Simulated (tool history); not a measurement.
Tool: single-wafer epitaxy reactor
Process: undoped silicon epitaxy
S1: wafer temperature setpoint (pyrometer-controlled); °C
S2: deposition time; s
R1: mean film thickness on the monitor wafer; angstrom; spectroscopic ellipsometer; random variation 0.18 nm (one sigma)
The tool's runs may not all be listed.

run 1 hour=0 | S1=660 S2=214 | R1=424.21
run 2 hour=5.5 | S1=656 S2=214 | R1=384.44
run 3 hour=12.7 | S1=662 S2=214 | R1=441.36
run 4 hour=18.4 | S1=658 S2=214 | R1=401.73
run 5 hour=27.1 | S1=655 S2=214 | R1=375.2
run 6 hour=31.9 | S1=653 S2=214 | R1=356.44

The next listed run, before its measurement:
run 7 hour=33.4 | S1=652 S2=214 | R1=?

R1: 346.13 angstrom
